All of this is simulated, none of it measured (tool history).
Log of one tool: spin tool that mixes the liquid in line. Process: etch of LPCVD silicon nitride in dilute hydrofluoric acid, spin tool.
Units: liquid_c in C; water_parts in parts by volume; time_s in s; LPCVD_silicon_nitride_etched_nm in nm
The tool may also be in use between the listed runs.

run	day	liquid_c	water_parts	time_s	LPCVD_silicon_nitride_etched_nm
1	0	21	95	55	0.29227
2	0.108	21	75	55	0.37981
3	0.221	21	100	55	0.28809
4	0.408	21	120	55	0.2302
5	0.746	22.5	120	55	0.2509
# day 0.979: hydrofluoric acid flow meter replaced
6	0.979	22.5	135	55	0.2231
7	1.346	22	140	55	0.2085
8	1.479	21.5	145	55	0.19223

Forecast run 9:
9	1.729	21	150	55	?

LPCVD_silicon_nitride_etched_nm: 0.17738 nm
